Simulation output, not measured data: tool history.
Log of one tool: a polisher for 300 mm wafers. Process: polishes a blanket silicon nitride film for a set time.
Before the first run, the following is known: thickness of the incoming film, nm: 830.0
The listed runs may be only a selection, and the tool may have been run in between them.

run  hour  flow of slurry (ml/min)  pressure of the wafer on the pad (kPa)  speed of the pad under the wafer (cm/s)  polishing time (s)  film removed (angstrom)
  1     0                      225                                    30.3                                      100                  43                   984.47
  2   3.8                      225                                    30.3                                      100                  39                   914.02
  3   7.3                      220                                    26.2                                       92                  39                   735.94
  4   8.6                      220                                    32.4                                       92                  39                   889.47
  5  12.4                      220                                    35.9                                       92                  39                   976.86
  6  16.8                      220                                    39.3                                       92                  39                   1075.7
  7  23.5                      215                                    33.1                                       86                  39                   862.61

For run 8, what comes out?
  8  28.8                      205                                    24.8                                       58                  39                        ?

Run 8 gave film removed (angstrom) 462.88.
